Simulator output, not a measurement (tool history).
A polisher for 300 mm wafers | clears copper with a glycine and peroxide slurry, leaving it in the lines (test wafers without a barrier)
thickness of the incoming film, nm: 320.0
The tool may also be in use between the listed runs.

run,hour,flow of slurry (ml/min),pressure of the wafer on the pad (kPa),speed of the pad under the wafer (m/s),overpolish time after the end point (s),time until the end point was called (s),dishing of a wide line in a test structure (Å)
1,0.0,245,17.2,0.78,12,65.100,399.96
2,2.7,245,19.3,0.78,12,63.335,437.78
3,9.1,245,22.8,0.78,12,52.674,476.74
4,13.5,245,22.8,0.78,13,53.803,516.80
5,19.5,245,22.8,0.94,13,46.361,585.08
6,28.0,245,22.8,0.82,13,53.389,526.39

Run 7 comes next. What will it give?
7,36.2,245,22.8,0.82,14,?,?

time until the end point was called (s): 52.918
dishing of a wide line in a test structure (Å): 568.69
